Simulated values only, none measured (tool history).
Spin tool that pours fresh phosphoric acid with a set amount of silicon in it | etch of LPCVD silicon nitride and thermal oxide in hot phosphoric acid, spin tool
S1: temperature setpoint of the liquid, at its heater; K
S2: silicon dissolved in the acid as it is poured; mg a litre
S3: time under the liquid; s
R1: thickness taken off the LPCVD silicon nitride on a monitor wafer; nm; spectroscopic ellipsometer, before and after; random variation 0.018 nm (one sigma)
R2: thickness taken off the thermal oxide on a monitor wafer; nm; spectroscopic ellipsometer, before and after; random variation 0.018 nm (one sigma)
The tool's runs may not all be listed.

Run 1, hour 0: S1 436.15 K, S2 18.5 mg a litre, S3 110 s. Result: R1 9.0019 nm, R2 0.26493 nm.
Run 2, hour 0.6: S1 435.15 K, S2 17 mg a litre, S3 90 s. Result: R1 7.1304 nm, R2 0.18422 nm.
Run 3, hour 1.5: S1 435.15 K, S2 17 mg a litre, S3 110 s. Result: R1 8.6974 nm, R2 0.24023 nm.
Run 4, hour 2.9: S1 435.15 K, S2 17 mg a litre, S3 85 s. Result: R1 6.7112 nm, R2 0.15597 nm.
Run 5, hour 8.7: S1 434.65 K, S2 11.5 mg a litre, S3 75 s. Result: R1 5.8628 nm, R2 0.18421 nm.
Run 6, hour 13.2: S1 433.65 K, S2 10.5 mg a litre, S3 70 s. Result: R1 5.278 nm, R2 0.16829 nm.

Run 7 comes next. What will it give?
Run 7, hour 18.6: S1 433.15 K, S2 10.5 mg a litre, S3 70 s. Result: R1 ?, R2 ?.

R1: 5.2109 nm
R2: 0.13774 nm
